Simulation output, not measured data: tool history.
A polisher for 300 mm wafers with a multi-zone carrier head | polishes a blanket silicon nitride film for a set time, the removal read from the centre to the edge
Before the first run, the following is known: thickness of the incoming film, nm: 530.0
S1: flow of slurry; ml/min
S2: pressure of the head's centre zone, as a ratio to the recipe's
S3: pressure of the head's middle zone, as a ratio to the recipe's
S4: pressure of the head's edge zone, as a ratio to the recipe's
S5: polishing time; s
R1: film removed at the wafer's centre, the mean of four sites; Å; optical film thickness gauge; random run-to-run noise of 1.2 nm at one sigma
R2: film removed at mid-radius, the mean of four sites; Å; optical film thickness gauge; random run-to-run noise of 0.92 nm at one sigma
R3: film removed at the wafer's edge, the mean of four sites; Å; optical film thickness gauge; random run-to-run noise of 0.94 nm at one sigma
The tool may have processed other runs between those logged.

Run 1, day 0.000: S1 260 ml/min, S2 1.00, S3 1.00, S4 1.00, S5 36 s. Result: R1 993.05 Å, R2 1014.40 Å, R3 933.94 Å.
Run 2, day 0.192: S1 205 ml/min, S2 1.00, S3 1.00, S4 1.00, S5 36 s. Result: R1 978.47 Å, R2 974.11 Å, R3 914.26 Å.
Run 3, day 0.483: S1 215 ml/min, S2 1.02, S3 1.01, S4 1.02, S5 37 s. Result: R1 1014.50 Å, R2 1022.70 Å, R3 960.35 Å.
Run 4, day 0.846: S1 215 ml/min, S2 1.02, S3 1.08, S4 1.02, S5 37 s. Result: R1 1023.30 Å, R2 1083.30 Å, R3 954.76 Å.
Run 5, day 1.071: S1 225 ml/min, S2 1.04, S3 1.08, S4 1.03, S5 38 s. Result: R1 1075.60 Å, R2 1124.30 Å, R3 992.14 Å.
Run 6, day 1.154: S1 225 ml/min, S2 1.04, S3 1.15, S4 1.03, S5 38 s. Result: R1 1082.40 Å, R2 1190.20 Å, R3 977.63 Å.
Run 7, day 1.288: S1 235 ml/min, S2 1.06, S3 1.14, S4 1.04, S5 39 s. Result: R1 1142.60 Å, R2 1217.40 Å, R3 1017.40 Å.
Run 8, day 1.362: S1 245 ml/min, S2 1.08, S3 1.14, S4 1.06, S5 40 s. Result: R1 1190.30 Å, R2 1262.30 Å, R3 1059.10 Å.
Run 9, day 1.667: S1 250 ml/min, S2 1.10, S3 1.13, S4 1.07, S5 41 s. Result: R1 1236.90 Å, R2 1285.40 Å, R3 1099.30 Å.
Run 10, day 1.888: S1 255 ml/min, S2 1.11, S3 1.12, S4 1.07, S5 42 s. Result: R1 1299.90 Å, R2 1298.30 Å, R3 1099.00 Å.
Run 11, day 2.021: S1 255 ml/min, S2 1.12, S3 1.12, S4 1.08, S5 43 s. Result: R1 1324.80 Å, R2 1336.00 Å, R3 1152.90 Å.
Run 12, day 2.225: S1 265 ml/min, S2 1.13, S3 1.11, S4 1.09, S5 43 s. Result: R1 1370.90 Å, R2 1330.40 Å, R3 1162.30 Å.

Expected results for the next run?
Run 13, day 2.483: S1 275 ml/min, S2 1.14, S3 1.11, S4 1.10, S5 43 s. Result: R1 ?, R2 ?, R3 ?.

{"run 13": {"R1": 1377.0, "R2": 1349.0, "R3": 1168.9}}

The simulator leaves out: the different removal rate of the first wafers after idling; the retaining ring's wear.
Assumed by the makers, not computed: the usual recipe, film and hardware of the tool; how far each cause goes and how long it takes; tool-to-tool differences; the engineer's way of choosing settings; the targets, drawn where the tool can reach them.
